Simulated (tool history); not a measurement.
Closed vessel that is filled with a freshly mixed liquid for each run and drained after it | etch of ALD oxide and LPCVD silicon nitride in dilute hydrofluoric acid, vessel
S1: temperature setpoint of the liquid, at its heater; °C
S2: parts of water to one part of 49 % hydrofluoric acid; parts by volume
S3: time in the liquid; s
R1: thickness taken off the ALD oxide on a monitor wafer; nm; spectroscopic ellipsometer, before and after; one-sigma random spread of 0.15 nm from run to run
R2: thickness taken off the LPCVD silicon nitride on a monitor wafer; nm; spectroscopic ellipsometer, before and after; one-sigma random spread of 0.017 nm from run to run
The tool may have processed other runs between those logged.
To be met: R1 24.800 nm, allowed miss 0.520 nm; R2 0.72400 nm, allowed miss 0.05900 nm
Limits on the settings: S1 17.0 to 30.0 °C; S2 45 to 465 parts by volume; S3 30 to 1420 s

run	hour	S1	S2	S3	R1	R2
1	0.0	22.0	255	725	37.334	1.44620
2	3.0	24.0	255	725	40.412	1.63090
3	12.1	24.0	180	725	61.757	2.34650
4	17.3	24.0	180	910	77.704	2.88530
5	22.8	24.0	240	910	54.963	2.18590
6	29.4	24.0	195	910	70.820	2.61710
7	35.0	22.5	225	900	55.476	2.09800
8	38.0	21.5	245	885	47.634	1.70320
9	43.6	17.5	350	865	25.442	0.91911
10	50.9	17.5	350	855	25.233	0.89033
11	54.9	17.5	350	845	24.907	0.91787
12	60.4	17.5	345	835	25.126	0.89649
13	64.7	17.5	340	825	25.285	0.91645
14	73.3	17.0	325	755	24.259	0.84277
15	77.2	17.0	320	745	24.327	0.83918
16	82.5	17.0	315	735	24.407	0.81666
17	86.0	17.0	310	720	24.464	0.81278
18	94.9	17.0	305	705	24.040	0.83702
19	104.2	17.0	300	700	24.567	0.81063
20	106.3	17.0	295	685	24.638	0.83817
21	114.8	17.0	290	675	24.766	0.82837
22	119.9	17.0	285	665	24.908	0.81142
23	121.7	17.0	285	665	24.837	0.83482
24	125.3	17.0	285	655	24.480	0.84089
25	127.7	17.0	285	650	24.222	0.84532
26	128.8	17.0	280	650	24.716	0.80517
27	132.6	17.0	275	640	25.176	0.85281
28	133.8	17.0	275	635	25.013	0.81425

Pick the move, out of 5, that brings all results within their allowed miss; only one does.
A	135.0	17.0	140	295	?	?
B	135.0	20.0	260	540	?	?
C	135.0	17.0	175	370	?	?
D	135.0	17.0	275	630	?	?
E	135.0	17.0	200	410	?	?

move	R1	R2
A	25.723	0.73497
B	25.450	0.90384
C	24.956	0.74363
D	24.728	0.82190
E	23.642	0.72494
A: brings the result that was furthest off to its target, and leaves another outside
B: its largest miss is bigger than the last run's
C: all results in spec
D: its largest miss is bigger than the last run's
E: brings the result that was furthest off to its target, and leaves another outside
So the answer is move C, the one that meets all the targets.
